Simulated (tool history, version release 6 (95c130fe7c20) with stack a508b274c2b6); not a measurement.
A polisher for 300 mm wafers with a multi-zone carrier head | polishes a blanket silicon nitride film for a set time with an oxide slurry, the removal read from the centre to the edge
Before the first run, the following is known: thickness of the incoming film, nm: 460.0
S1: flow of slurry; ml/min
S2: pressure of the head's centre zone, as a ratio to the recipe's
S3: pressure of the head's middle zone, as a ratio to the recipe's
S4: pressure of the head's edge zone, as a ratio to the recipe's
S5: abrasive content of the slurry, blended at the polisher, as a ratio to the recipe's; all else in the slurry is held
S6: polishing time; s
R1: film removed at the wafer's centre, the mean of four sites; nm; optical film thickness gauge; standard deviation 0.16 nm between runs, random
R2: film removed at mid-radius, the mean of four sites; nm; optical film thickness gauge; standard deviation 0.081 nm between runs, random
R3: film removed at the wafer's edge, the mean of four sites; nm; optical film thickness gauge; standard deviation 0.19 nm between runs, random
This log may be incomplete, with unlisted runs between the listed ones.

{"run": 1, "hour": 0.0, "S1": 120, "S2": 1, "S3": 1, "S4": 1, "S5": 1, "S6": 41, "R1": 28.011, "R2": 26.988, "R3": 27.865}
{"run": 2, "hour": 6.3, "S1": 115, "S2": 1, "S3": 0.98, "S4": 0.98, "S5": 0.9, "S6": 39, "R1": 24.214, "R2": 23.561, "R3": 23.783}
{"run": 3, "hour": 11.3, "S1": 110, "S2": 1.01, "S3": 0.95, "S4": 0.99, "S5": 0.85, "S6": 38, "R1": 23.405, "R2": 21.357, "R3": 22.926}
{"run": 4, "hour": 18.9, "S1": 130, "S2": 1.01, "S3": 0.95, "S4": 0.99, "S5": 0.85, "S6": 38, "R1": 24.392, "R2": 22.463, "R3": 24.167}
{"run": 5, "hour": 20.9, "S1": 150, "S2": 1.01, "S3": 0.95, "S4": 0.99, "S5": 0.85, "S6": 38, "R1": 25.002, "R2": 23.089, "R3": 24.071}
{"run": 6, "hour": 24.3, "S1": 170, "S2": 1.01, "S3": 0.95, "S4": 0.99, "S5": 0.85, "S6": 38, "R1": 25.836, "R2": 23.658, "R3": 24.507}

Predict the results of run 7:
{"run": 7, "hour": 25.5, "S1": 160, "S2": 1, "S3": 0.93, "S4": 0.97, "S5": 0.8, "S6": 37, "R1": "?", "R2": "?", "R3": "?"}

{"run 7": {"R1": 23.555, "R2": 21.765, "R3": 22.3}}

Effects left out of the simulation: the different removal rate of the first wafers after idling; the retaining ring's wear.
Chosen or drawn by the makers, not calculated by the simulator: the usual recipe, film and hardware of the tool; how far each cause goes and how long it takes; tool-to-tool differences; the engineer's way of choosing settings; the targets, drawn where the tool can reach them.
